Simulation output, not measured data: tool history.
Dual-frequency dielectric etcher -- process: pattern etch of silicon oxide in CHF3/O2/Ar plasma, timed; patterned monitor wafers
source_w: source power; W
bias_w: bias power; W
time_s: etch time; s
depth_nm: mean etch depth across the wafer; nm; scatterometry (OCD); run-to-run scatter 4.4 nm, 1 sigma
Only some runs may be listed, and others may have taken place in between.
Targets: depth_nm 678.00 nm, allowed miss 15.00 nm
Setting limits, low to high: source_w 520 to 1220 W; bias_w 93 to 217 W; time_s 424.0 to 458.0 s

| run | hour | source_w | bias_w | time_s | depth_nm |
|---|---|---|---|---|---|
| 1 | 0.0 | 870 | 155 | 458.0 | 925.93 |
| 2 | 2.0 | 810 | 155 | 458.0 | 887.05 |
| 3 | 3.8 | 810 | 155 | 458.0 | 876.97 |
| 4 | 6.5 | 740 | 149 | 455.5 | 850.53 |
| 5 | 11.8 | 740 | 127 | 455.5 | 816.54 |
| 6 | 16.6 | 740 | 127 | 458.0 | 827.72 |
| 7 | 17.5 | 690 | 121 | 449.5 | 783.48 |
| 8 | 18.1 | 660 | 115 | 443.5 | 744.76 |
| 9 | 20.5 | 630 | 113 | 442.5 | 735.09 |
|  | 23.7 | bias power generator calibrated |
| 10 | 23.7 | 610 | 110 | 441.0 | 720.58 |
| 11 | 31.9 | 590 | 108 | 440.0 | 709.78 |
| 12 | 35.0 | 580 | 107 | 439.5 | 704.68 |
| 13 | 43.7 | 570 | 106 | 439.0 | 699.18 |

Which single option among these 4 for the next run brings every result within its allowed miss of target? Just one does.
| A | 52.4 | 580 | 95 | 458.0 | ? |
| B | 52.4 | 700 | 93 | 424.0 | ? |
| C | 52.4 | 570 | 98 | 435.0 | ? |
| D | 52.4 | 600 | 116 | 430.0 | ? |

| move | depth_nm |
|---|---|
| A | 715.77 |
| B | 707.04 |
| C | 679.37 |
| D | 706.41 |
A: moves away from the targets compared with the last run
B: moves away from the targets compared with the last run
C: every result within its allowed miss
D: moves away from the targets compared with the last run
Answer: C
